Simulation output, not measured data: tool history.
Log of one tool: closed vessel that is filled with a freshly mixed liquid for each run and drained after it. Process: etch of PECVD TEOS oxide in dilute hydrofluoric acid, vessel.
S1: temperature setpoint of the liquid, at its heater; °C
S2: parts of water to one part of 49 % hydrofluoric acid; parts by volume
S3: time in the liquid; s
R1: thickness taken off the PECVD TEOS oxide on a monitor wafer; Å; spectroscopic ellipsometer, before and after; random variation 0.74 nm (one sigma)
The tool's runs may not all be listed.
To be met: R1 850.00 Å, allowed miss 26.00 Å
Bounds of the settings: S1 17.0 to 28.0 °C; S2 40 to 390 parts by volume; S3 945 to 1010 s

{"run": 1, "hour": 0.0, "S1": 20.0, "S2": 215, "S3": 945, "R1": 672.58}
{"run": 2, "hour": 1.3, "S1": 21.5, "S2": 215, "S3": 945, "R1": 716.86}
{"run": 3, "hour": 7.2, "S1": 21.5, "S2": 160, "S3": 945, "R1": 1020.2}
{"run": 4, "hour": 11.7, "S1": 19.5, "S2": 160, "S3": 945, "R1": 931.12}
{"run": 5, "hour": 17.8, "S1": 19.5, "S2": 230, "S3": 945, "R1": 600.51}
{"run": 6, "hour": 23.0, "S1": 17.0, "S2": 230, "S3": 945, "R1": 550.5}
{"run": 7, "hour": 29.9, "S1": 21.0, "S2": 210, "S3": 945, "R1": 719.86}
{"run": 8, "hour": 32.9, "S1": 22.0, "S2": 210, "S3": 945, "R1": 744.05}
{"run": 9, "hour": 35.3, "S1": 23.0, "S2": 210, "S3": 945, "R1": 780.1}
{"run": 10, "hour": 37.5, "S1": 23.5, "S2": 210, "S3": 945, "R1": 792.61}
{"run": 11, "hour": 42.1, "S1": 24.0, "S2": 210, "S3": 945, "R1": 804.67}
{"run": 12, "hour": 43.2, "S1": 24.5, "S2": 210, "S3": 945, "R1": 822.19}

4 next moves are on the table. One of them brings every result within its allowed miss. Which?
{"run": "A", "hour": 44.3, "S1": 24.5, "S2": 225, "S3": 995, "R1": "?"}
{"run": "B", "hour": 44.3, "S1": 24.5, "S2": 210, "S3": 985, "R1": "?"}
{"run": "C", "hour": 44.3, "S1": 27.0, "S2": 250, "S3": 985, "R1": "?"}
{"run": "D", "hour": 44.3, "S1": 26.5, "S2": 230, "S3": 965, "R1": "?"}

move=A R1=792.27
move=B R1=853.89
move=C R1=750.69
move=D R1=802.95
A: further off than the last run
B: meets every target
C: further off than the last run
D: further off than the last run
Move B is the one to make.
